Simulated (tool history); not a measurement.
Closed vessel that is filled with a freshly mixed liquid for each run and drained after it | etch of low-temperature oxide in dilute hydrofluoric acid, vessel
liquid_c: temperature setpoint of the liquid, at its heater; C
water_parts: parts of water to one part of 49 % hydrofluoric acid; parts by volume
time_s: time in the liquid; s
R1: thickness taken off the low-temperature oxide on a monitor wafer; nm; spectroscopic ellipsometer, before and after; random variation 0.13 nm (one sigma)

run 1 hour=0.0 | liquid_c=22.0 water_parts=90 time_s=215 | R1=22.313
run 2 hour=0.8 | liquid_c=22.0 water_parts=105 time_s=215 | R1=18.961
run 3 hour=6.6 | liquid_c=22.0 water_parts=105 time_s=215 | R1=18.984
run 4 hour=10.1 | liquid_c=22.0 water_parts=105 time_s=215 | R1=19.098
run 5 hour=18.9 | liquid_c=21.5 water_parts=105 time_s=215 | R1=18.743
-- hour=23.3 hydrofluoric acid flow meter replaced
run 6 hour=23.3 | liquid_c=24.5 water_parts=105 time_s=215 | R1=19.530
run 7 hour=28.7 | liquid_c=23.5 water_parts=105 time_s=215 | R1=18.477

The next listed run, before its measurement:
run 8 hour=33.9 | liquid_c=24.0 water_parts=105 time_s=215 | R1=?

{"run 8": {"R1": 19.176}}
